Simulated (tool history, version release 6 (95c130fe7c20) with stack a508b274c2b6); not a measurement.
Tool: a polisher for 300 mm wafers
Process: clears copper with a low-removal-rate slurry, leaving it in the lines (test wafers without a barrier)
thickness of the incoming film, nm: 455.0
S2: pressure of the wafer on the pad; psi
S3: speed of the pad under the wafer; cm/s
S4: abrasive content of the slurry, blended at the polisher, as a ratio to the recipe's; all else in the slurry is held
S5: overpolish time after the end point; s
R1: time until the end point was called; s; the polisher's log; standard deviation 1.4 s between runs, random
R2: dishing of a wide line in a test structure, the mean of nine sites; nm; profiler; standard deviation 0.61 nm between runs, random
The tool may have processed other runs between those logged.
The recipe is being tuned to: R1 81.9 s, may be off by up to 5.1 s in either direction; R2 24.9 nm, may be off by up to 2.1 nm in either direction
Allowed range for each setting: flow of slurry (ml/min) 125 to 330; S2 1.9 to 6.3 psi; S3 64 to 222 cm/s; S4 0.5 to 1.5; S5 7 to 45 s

{"run": 1, "hour": 0.0, "flow of slurry (ml/min)": 210, "S2": 4.1, "S3": 142, "S4": 1, "S5": 23, "R1": 81.59, "R2": 70.237}
{"run": 2, "hour": 2.1, "flow of slurry (ml/min)": 210, "S2": 3.6, "S3": 154, "S4": 1, "S5": 19, "R1": 86.528, "R2": 57.278}
{"run": 3, "hour": 4.5, "flow of slurry (ml/min)": 210, "S2": 3.6, "S3": 154, "S4": 1.1, "S5": 19, "R1": 81.438, "R2": 57.557}
{"run": 4, "hour": 11.8, "flow of slurry (ml/min)": 210, "S2": 3.6, "S3": 180, "S4": 1.1, "S5": 19, "R1": 70.281, "R2": 64.289}
{"run": 5, "hour": 17.8, "flow of slurry (ml/min)": 200, "S2": 3.2, "S3": 182, "S4": 1.2, "S5": 16, "R1": 74.91, "R2": 52.995}
{"run": 6, "hour": 23.4, "flow of slurry (ml/min)": 200, "S2": 3.2, "S3": 182, "S4": 1.05, "S5": 16, "R1": 78.791, "R2": 53.449}
{"run": 7, "hour": 25.0, "flow of slurry (ml/min)": 200, "S2": 3.2, "S3": 182, "S4": 1.05, "S5": 16, "R1": 76.627, "R2": 55.62}
{"run": 8, "hour": 30.3, "flow of slurry (ml/min)": 230, "S2": 2.9, "S3": 182, "S4": 1.15, "S5": 14, "R1": 78.557, "R2": 47.015}
{"run": 9, "hour": 36.3, "flow of slurry (ml/min)": 255, "S2": 2.7, "S3": 180, "S4": 1.25, "S5": 12, "R1": 82.977, "R2": 39.502}
{"hour": 41.6, "done": "slurry blender recalibrated"}
{"run": 10, "hour": 41.6, "flow of slurry (ml/min)": 270, "S2": 2.5, "S3": 184, "S4": 1.3, "S5": 11, "R1": 79.56, "R2": 37.789}
{"run": 11, "hour": 46.6, "flow of slurry (ml/min)": 285, "S2": 2.4, "S3": 184, "S4": 1.35, "S5": 10, "R1": 82.32, "R2": 35.616}
{"run": 12, "hour": 49.6, "flow of slurry (ml/min)": 295, "S2": 2.3, "S3": 184, "S4": 1.4, "S5": 9, "R1": 80.626, "R2": 31.856}
{"run": 13, "hour": 56.5, "flow of slurry (ml/min)": 305, "S2": 2.2, "S3": 184, "S4": 1.4, "S5": 9, "R1": 84.138, "R2": 29.825}
{"run": 14, "hour": 62.3, "flow of slurry (ml/min)": 310, "S2": 2.1, "S3": 186, "S4": 1.4, "S5": 9, "R1": 82.344, "R2": 31.446}

Below are 5 possible settings for the next run. Only one of them brings all results inside the allowed miss of their targets. Which is it?
{"run": "A", "hour": 68.1, "flow of slurry (ml/min)": 265, "S2": 2.1, "S3": 186, "S4": 1.45, "S5": 13, "R1": "?", "R2": "?"}
{"run": "B", "hour": 68.1, "flow of slurry (ml/min)": 330, "S2": 2, "S3": 186, "S4": 1.45, "S5": 12, "R1": "?", "R2": "?"}
{"run": "C", "hour": 68.1, "flow of slurry (ml/min)": 330, "S2": 2, "S3": 190, "S4": 1.5, "S5": 7, "R1": "?", "R2": "?"}
{"run": "D", "hour": 68.1, "flow of slurry (ml/min)": 320, "S2": 2.2, "S3": 192, "S4": 1.3, "S5": 13, "R1": "?", "R2": "?"}
{"run": "E", "hour": 68.1, "flow of slurry (ml/min)": 300, "S2": 2.4, "S3": 178, "S4": 1.45, "S5": 15, "R1": "?", "R2": "?"}

move=A R1=83.96 R2=41.031
move=B R1=84.72 R2=38.025
move=C R1=82.312 R2=24.404
move=D R1=79.766 R2=42.887
move=E R1=79.712 R2=48.376
A: moves away from the targets compared with the last run
B: moves away from the targets compared with the last run
C: all results land within tolerance of their targets
D: moves away from the targets compared with the last run
E: moves away from the targets compared with the last run
Answer: C

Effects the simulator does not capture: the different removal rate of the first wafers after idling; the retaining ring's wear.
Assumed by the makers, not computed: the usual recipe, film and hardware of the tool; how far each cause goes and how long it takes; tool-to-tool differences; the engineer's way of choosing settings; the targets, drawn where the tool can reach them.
